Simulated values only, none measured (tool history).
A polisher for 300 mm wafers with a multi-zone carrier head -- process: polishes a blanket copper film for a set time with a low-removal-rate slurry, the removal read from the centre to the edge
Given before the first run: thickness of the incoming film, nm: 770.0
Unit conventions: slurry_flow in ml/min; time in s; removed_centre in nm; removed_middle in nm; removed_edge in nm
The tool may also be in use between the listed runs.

| run | hour | slurry_flow | centre_zone | middle_zone | edge_zone | slurry_solids | time | removed_centre | removed_middle | removed_edge |
|---|---|---|---|---|---|---|---|---|---|---|
| 1 | 0.0 | 290 | 1.00 | 1.00 | 1.00 | 1.00 | 56 | 122.56 | 121.54 | 127.59 |
| 2 | 5.0 | 355 | 1.00 | 1.00 | 1.00 | 1.00 | 56 | 125.26 | 121.85 | 127.02 |
| 3 | 6.0 | 355 | 1.00 | 1.00 | 1.00 | 1.00 | 46 | 102.98 | 102.13 | 100.78 |
| 4 | 12.9 | 360 | 1.04 | 1.05 | 0.99 | 1.15 | 47 | 114.31 | 111.39 | 107.50 |
| 5 | 17.8 | 370 | 1.06 | 1.09 | 0.97 | 1.25 | 48 | 121.98 | 120.88 | 109.28 |
| 6 | 24.5 | 370 | 1.06 | 1.09 | 0.92 | 1.25 | 48 | 122.40 | 121.15 | 108.91 |
| 7 | 29.2 | 365 | 1.08 | 1.11 | 0.92 | 1.30 | 49 | 127.34 | 127.16 | 114.06 |
| 8 | 31.6 | 370 | 1.11 | 1.13 | 0.91 | 1.35 | 49 | 132.38 | 130.27 | 111.74 |
| 9 | 35.4 | 365 | 1.12 | 1.14 | 0.91 | 1.40 | 50 | 138.32 | 136.01 | 116.28 |
| 10 | 40.7 | 365 | 1.13 | 1.14 | 0.91 | 1.45 | 50 | 140.36 | 136.63 | 117.89 |

What will run 11 give?
| 11 | 42.5 | 370 | 1.14 | 1.15 | 0.91 | 1.45 | 50 | ? | ? | ? |

{"run 11": {"removed_centre": 142.04, "removed_middle": 136.99, "removed_edge": 116.65}}
